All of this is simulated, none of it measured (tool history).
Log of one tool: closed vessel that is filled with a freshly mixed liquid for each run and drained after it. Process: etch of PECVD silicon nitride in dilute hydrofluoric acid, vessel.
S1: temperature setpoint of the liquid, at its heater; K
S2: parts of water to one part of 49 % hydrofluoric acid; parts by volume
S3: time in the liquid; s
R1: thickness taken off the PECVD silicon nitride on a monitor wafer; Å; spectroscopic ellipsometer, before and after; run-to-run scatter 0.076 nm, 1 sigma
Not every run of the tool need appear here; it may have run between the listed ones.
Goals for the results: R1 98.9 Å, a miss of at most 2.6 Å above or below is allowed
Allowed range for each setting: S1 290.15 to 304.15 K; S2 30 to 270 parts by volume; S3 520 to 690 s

run,hour,S1,S2,S3,R1
1,0,296.15,150,690,132.31
2,4.1,296.15,150,690,133.58
3,10.9,295.15,150,690,124.76
4,13.7,293.15,150,690,109.22
5,17.1,290.15,150,690,89.833
6,18.5,290.15,150,520,67.728
7,22.7,291.15,150,520,71.988
8,23.4,295.15,150,520,93.229

Which one of the following 4 next-run settings gets every result inside its allowed miss? There is exactly one.
A,24.1,294.65,155,535,?
B,24.1,295.15,135,535,?
C,24.1,292.15,135,520,?
D,24.1,298.15,205,615,?

move,R1
A,89.839
B,106.32
C,84.551
D,98.12
A: misses by more than the last run did
B: takes the result that was furthest off past its target
C: misses by more than the last run did
D: all results in spec
D is the move that brings every result within its allowed miss.

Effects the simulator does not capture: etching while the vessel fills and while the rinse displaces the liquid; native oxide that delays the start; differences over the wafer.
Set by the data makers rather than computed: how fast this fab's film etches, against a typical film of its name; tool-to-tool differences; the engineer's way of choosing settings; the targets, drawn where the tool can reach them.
